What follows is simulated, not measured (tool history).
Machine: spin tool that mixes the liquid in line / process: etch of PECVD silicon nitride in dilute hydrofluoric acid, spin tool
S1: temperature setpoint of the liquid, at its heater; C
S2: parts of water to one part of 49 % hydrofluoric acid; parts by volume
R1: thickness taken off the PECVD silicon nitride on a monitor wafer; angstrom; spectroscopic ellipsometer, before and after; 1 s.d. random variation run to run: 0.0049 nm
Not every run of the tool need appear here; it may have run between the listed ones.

{"run": 1, "hour": 0.0, "S1": 22, "S2": 140, "time under the liquid (s)": 60, "R1": 7.4795}
{"run": 2, "hour": 4.6, "S1": 21, "S2": 140, "time under the liquid (s)": 60, "R1": 6.9848}
{"run": 3, "hour": 7.3, "S1": 23.5, "S2": 140, "time under the liquid (s)": 60, "R1": 8.3507}
{"run": 4, "hour": 14.1, "S1": 23.5, "S2": 90, "time under the liquid (s)": 60, "R1": 12.921}
{"run": 5, "hour": 16.0, "S1": 21, "S2": 90, "time under the liquid (s)": 60, "R1": 10.83}
{"run": 6, "hour": 22.3, "S1": 19.5, "S2": 100, "time under the liquid (s)": 60, "R1": 8.7342}
{"run": 7, "hour": 23.7, "S1": 18.5, "S2": 105, "time under the liquid (s)": 60, "R1": 7.7468}
{"run": 8, "hour": 30.6, "S1": 17, "S2": 125, "time under the liquid (s)": 60, "R1": 5.8654}

What does the tool deliver on the next run?
{"hour": 35.9, "done": "thermometer replaced"}
{"run": 9, "hour": 35.9, "S1": 17.5, "S2": 125, "time under the liquid (s)": 60, "R1": "?"}

For run 9 the tool returned R1 6.8621 angstrom.

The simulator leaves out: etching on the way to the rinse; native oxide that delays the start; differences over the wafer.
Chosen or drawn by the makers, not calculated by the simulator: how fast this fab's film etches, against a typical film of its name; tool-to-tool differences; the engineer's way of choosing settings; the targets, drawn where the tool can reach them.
